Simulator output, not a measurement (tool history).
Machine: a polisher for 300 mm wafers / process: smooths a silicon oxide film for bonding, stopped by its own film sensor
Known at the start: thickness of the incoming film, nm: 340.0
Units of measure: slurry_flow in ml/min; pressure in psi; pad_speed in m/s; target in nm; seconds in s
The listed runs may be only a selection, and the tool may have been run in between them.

run 1 hour=0.0 | slurry_flow=135 pressure=1.7 pad_speed=1.14 slurry_solids=1.0 target=296 | seconds=66.255
run 2 hour=7.2 | slurry_flow=135 pressure=1.7 pad_speed=1.14 slurry_solids=1.2 target=296 | seconds=62.234
run 3 hour=11.4 | slurry_flow=135 pressure=1.7 pad_speed=1.14 slurry_solids=1.3 target=296 | seconds=59.491
run 4 hour=19.8 | slurry_flow=140 pressure=1.9 pad_speed=1.16 slurry_solids=1.3 target=296 | seconds=52.753
run 5 hour=20.4 | slurry_flow=140 pressure=1.9 pad_speed=1.00 slurry_solids=1.3 target=296 | seconds=59.554
run 6 hour=24.7 | slurry_flow=140 pressure=1.9 pad_speed=1.00 slurry_solids=1.1 target=296 | seconds=63.776
run 7 hour=33.2 | slurry_flow=140 pressure=2.2 pad_speed=1.04 slurry_solids=1.1 target=296 | seconds=52.169

The next listed run, before its measurement:
run 8 hour=42.3 | slurry_flow=140 pressure=2.4 pad_speed=1.04 slurry_solids=1.1 target=296 | seconds=?

Run 8 came out at seconds 48.036 s.
